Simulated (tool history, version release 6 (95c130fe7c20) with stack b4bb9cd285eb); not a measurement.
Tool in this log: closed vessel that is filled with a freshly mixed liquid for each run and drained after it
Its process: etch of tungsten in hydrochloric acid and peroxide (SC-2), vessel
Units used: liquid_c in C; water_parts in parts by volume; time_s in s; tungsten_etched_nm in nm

run 1 hour=0 | liquid_c=60 water_parts=6 time_s=30 | tungsten_etched_nm=16.106
run 2 hour=7.8 | liquid_c=63 water_parts=6 time_s=30 | tungsten_etched_nm=19.595
run 3 hour=13.6 | liquid_c=65 water_parts=6 time_s=30 | tungsten_etched_nm=22.128
run 4 hour=18.7 | liquid_c=62 water_parts=6 time_s=30 | tungsten_etched_nm=18.318
run 5 hour=27.1 | liquid_c=62 water_parts=8 time_s=30 | tungsten_etched_nm=14.749
run 6 hour=30.9 | liquid_c=62 water_parts=8 time_s=30 | tungsten_etched_nm=14.714
run 7 hour=31.8 | liquid_c=65 water_parts=8 time_s=30 | tungsten_etched_nm=17.67
-- hour=32.8 chemicals flow meter replaced
run 8 hour=32.8 | liquid_c=67 water_parts=7.5 time_s=30 | tungsten_etched_nm=19.704
run 9 hour=37.6 | liquid_c=68.5 water_parts=7 time_s=30 | tungsten_etched_nm=22.481

Run 10 is up next; what results do you expect?
run 10 hour=41.2 | liquid_c=69.5 water_parts=6.5 time_s=30 | tungsten_etched_nm=?

tungsten_etched_nm: 25.225 nm
